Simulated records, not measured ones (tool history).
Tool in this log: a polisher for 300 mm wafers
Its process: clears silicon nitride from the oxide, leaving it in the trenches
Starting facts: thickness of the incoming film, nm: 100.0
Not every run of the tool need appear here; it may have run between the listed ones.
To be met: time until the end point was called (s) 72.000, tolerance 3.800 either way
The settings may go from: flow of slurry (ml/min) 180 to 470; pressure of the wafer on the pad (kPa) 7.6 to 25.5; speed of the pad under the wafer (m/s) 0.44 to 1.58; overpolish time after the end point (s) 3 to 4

run,hour,flow of slurry (ml/min),pressure of the wafer on the pad (kPa),speed of the pad under the wafer (m/s),overpolish time after the end point (s),time until the end point was called (s)
1,0.0,300,16.5,1.00,4,117.870
2,1.5,300,17.9,1.00,4,109.360
3,7.8,340,17.9,1.00,4,106.980
4,9.9,340,18.6,1.00,4,108.130
5,16.5,340,18.6,1.00,3,108.890
6,20.7,385,18.6,1.00,3,106.190
7,23.4,385,19.3,1.02,3,99.270
8,30.0,385,20.0,1.02,3,97.219
9,37.3,385,20.0,1.02,3,98.194
10,43.9,385,24.1,1.06,3,80.993
11,45.7,385,24.1,1.08,3,80.255

Next run, 5 choices. One meets every target within its allowed miss, the rest don't. Which?
A,47.5,350,25.5,1.30,4,?
B,47.5,375,24.8,1.38,3,?
C,47.5,370,25.5,1.26,3,?
D,47.5,335,25.5,1.14,4,?
E,47.5,445,25.5,1.28,4,?

move,time until the end point was called (s)
A,64.138
B,61.627
C,65.792
D,72.973
E,63.978
A: the result that was furthest off in the last run now lies on the other side of its target
B: the result that was furthest off in the last run now lies on the other side of its target
C: the result that was furthest off in the last run now lies on the other side of its target
D: every result lands within tolerance
E: the result that was furthest off in the last run now lies on the other side of its target
So the answer is move D, the one that meets all the targets.

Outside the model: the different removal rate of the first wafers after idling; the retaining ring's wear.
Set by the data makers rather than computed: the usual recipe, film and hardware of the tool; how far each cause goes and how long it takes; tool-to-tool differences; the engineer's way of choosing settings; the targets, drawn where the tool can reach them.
